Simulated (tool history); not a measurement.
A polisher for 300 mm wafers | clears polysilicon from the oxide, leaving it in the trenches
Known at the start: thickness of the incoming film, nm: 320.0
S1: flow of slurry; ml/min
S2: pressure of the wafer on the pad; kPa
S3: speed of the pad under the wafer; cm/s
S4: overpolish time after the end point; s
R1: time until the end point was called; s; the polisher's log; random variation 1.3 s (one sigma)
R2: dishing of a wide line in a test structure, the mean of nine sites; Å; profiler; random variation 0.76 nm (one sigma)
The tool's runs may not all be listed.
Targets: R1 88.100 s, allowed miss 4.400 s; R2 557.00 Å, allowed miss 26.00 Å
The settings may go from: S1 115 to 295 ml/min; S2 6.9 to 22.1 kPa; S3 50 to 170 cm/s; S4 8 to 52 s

run,hour,S1,S2,S3,S4,R1,R2
1,0.0,190,14.5,110,26,32.505,569.92
2,6.0,185,12.4,94,28,45.370,554.01
3,7.0,185,15.2,94,28,36.241,571.03
4,13.5,185,17.2,94,28,32.464,592.06
5,19.2,140,17.2,94,28,34.292,580.15
6,23.9,155,14.5,82,35,46.069,566.59
7,31.3,175,12.4,72,40,56.931,561.09
8,33.6,185,11.0,68,44,67.646,569.96

4 next moves are on the table. One of them brings every result within its allowed miss. Which?
A,35.9,205,9.7,50,51,?,?
B,35.9,190,13.1,82,48,?,?
C,35.9,240,11.0,50,45,?,?
D,35.9,165,10.3,50,50,?,?

move,R1,R2
A,99.320,557.02
B,47.643,582.39
C,86.479,558.10
D,96.376,557.86
A: takes the result that was furthest off past its target
B: further off than the last run
C: meets every target
D: takes the result that was furthest off past its target
Answer: C
